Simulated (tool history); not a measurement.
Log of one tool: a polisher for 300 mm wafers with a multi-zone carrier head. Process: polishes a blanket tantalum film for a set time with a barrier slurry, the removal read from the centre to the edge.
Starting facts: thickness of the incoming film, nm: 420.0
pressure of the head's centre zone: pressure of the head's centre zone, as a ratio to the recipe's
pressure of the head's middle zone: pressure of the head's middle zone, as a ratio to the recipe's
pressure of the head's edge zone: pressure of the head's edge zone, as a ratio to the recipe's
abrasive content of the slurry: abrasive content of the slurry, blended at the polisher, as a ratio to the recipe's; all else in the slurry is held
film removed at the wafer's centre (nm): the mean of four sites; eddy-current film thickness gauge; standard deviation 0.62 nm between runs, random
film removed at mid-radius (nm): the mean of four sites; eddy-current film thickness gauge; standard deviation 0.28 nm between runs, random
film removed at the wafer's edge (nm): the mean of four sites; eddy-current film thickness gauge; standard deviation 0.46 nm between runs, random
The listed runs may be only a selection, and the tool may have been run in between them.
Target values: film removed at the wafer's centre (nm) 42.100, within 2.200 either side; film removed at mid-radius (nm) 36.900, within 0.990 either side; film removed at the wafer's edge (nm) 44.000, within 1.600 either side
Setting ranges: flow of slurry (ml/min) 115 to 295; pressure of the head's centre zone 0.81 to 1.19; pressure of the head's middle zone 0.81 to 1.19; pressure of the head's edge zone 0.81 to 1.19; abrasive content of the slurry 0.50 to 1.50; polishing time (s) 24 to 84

run	day	flow of slurry (ml/min)	pressure of the head's centre zone	pressure of the head's middle zone	pressure of the head's edge zone	abrasive content of the slurry	polishing time (s)	film removed at the wafer's centre (nm)	film removed at mid-radius (nm)	film removed at the wafer's edge (nm)
1	0.000	190	1.00	1.00	1.00	1.00	54	49.877	46.853	48.647
2	0.125	185	0.99	0.98	0.99	1.00	54	47.915	46.146	47.745
3	0.400	185	0.99	0.98	0.99	1.00	60	54.053	50.809	53.910
4	0.771	185	0.99	0.98	0.99	1.00	52	47.947	44.868	46.191
5	1.017	180	0.98	0.96	1.00	1.00	52	45.562	44.306	46.507
6	1.088	180	0.98	0.96	1.00	0.80	52	43.421	40.720	44.032
7	1.379	175	0.98	0.95	1.00	0.80	52	42.768	39.961	42.601
8	1.600	175	0.98	0.94	1.01	0.80	52	42.850	39.793	43.428
9	1.821	170	0.98	0.93	1.02	0.80	52	41.377	39.116	43.474
10	1.954	170	0.99	0.92	1.02	0.80	52	42.938	38.858	43.073

Which one of the following 5 next-run settings gets every result inside its allowed miss? There is exactly one.
A	2.088	140	0.98	0.88	0.94	0.65	63	?	?	?
B	2.088	135	0.90	0.96	0.94	1.25	45	?	?	?
C	2.088	155	0.87	0.91	1.13	0.75	51	?	?	?
D	2.088	175	0.98	0.86	1.02	0.70	59	?	?	?
E	2.088	155	0.98	0.86	1.05	1.00	49	?	?	?

move	film removed at the wafer's centre (nm)	film removed at mid-radius (nm)	film removed at the wafer's edge (nm)
A	47.412	41.210	46.246
B	37.846	38.559	40.249
C	36.474	36.690	43.618
D	47.268	40.160	47.370
E	43.274	36.838	44.274
A: its largest miss is bigger than the last run's
B: its largest miss is bigger than the last run's
C: puts the biggest miss on target and leaves a different result outside tolerance
D: its largest miss is bigger than the last run's
E: meets every target
The move that meets every target is E.
